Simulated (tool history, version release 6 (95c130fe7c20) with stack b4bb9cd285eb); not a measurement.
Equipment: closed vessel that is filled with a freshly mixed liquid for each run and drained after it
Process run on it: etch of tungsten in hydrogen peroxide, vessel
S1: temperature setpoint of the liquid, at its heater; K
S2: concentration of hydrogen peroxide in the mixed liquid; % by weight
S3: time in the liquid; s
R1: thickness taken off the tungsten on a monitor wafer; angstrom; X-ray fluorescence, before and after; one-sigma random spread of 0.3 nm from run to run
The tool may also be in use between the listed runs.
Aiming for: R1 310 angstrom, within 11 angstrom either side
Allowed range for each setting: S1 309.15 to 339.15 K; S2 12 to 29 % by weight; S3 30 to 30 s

run,hour,S1,S2,S3,R1
1,0,325.15,19.5,30,418.13
2,5.9,323.65,19.5,30,380.72
3,9.7,322.65,19.5,30,360.53
4,12.7,322.65,21.5,30,376.57
5,15.9,328.15,21.5,30,525.52
6,22.5,328.15,25,30,569.59
7,30.7,325.15,25,30,471.5
8,34.7,325.15,25,30,477.29
9,40.5,322.65,25,30,402.65
10,48.9,321.15,25,30,364.46

Exercise: of the 5 proposed moves below, exactly one satisfies all targets within the stated allowed misses. Which move is it?
A,57.3,316.15,27.5,30,?
B,57.3,320.65,21,30,?
C,57.3,317.65,23.5,30,?
D,57.3,318.65,20,30,?
E,57.3,317.65,27.5,30,?

move,R1
A,288.12
B,334.24
C,292.99
D,287.88
E,316.94
A: pushes the last run's worst result past its target
B: nearer the targets than the last run, but a result is still out of spec
C: pushes the last run's worst result past its target
D: pushes the last run's worst result past its target
E: in spec on every target
The right move is E.
